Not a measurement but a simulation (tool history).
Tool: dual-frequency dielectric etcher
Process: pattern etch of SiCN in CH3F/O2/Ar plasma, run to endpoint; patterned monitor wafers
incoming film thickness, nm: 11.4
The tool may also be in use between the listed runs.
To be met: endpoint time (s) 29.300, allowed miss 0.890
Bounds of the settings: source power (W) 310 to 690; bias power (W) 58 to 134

run 1 hour=0.0 | source_power_(W)=500 bias_power_(W)=96 | endpoint_time_(s)=24.091
run 2 hour=3.5 | source_power_(W)=500 bias_power_(W)=112 | endpoint_time_(s)=22.387
run 3 hour=5.6 | source_power_(W)=450 bias_power_(W)=102 | endpoint_time_(s)=24.138
run 4 hour=12.8 | source_power_(W)=450 bias_power_(W)=119 | endpoint_time_(s)=23.123
run 5 hour=20.5 | source_power_(W)=410 bias_power_(W)=119 | endpoint_time_(s)=23.955
run 6 hour=28.0 | source_power_(W)=380 bias_power_(W)=108 | endpoint_time_(s)=25.760
run 7 hour=32.5 | source_power_(W)=360 bias_power_(W)=103 | endpoint_time_(s)=26.601
run 8 hour=40.2 | source_power_(W)=340 bias_power_(W)=99 | endpoint_time_(s)=27.585
run 9 hour=48.1 | source_power_(W)=330 bias_power_(W)=96 | endpoint_time_(s)=27.920

4 next moves are on the table. One of them brings every result within its allowed miss. Which?
run A hour=56.0 | source_power_(W)=310 bias_power_(W)=91 | endpoint_time_(s)=?
run B hour=56.0 | source_power_(W)=320 bias_power_(W)=74 | endpoint_time_(s)=?
run C hour=56.0 | source_power_(W)=310 bias_power_(W)=79 | endpoint_time_(s)=?
run D hour=56.0 | source_power_(W)=310 bias_power_(W)=78 | endpoint_time_(s)=?

move=A endpoint_time_(s)=28.848
move=B endpoint_time_(s)=30.654
move=C endpoint_time_(s)=30.329
move=D endpoint_time_(s)=30.463
A: meets every target
B: takes the result that was furthest off past its target
C: takes the result that was furthest off past its target
D: takes the result that was furthest off past its target
The right move is A.
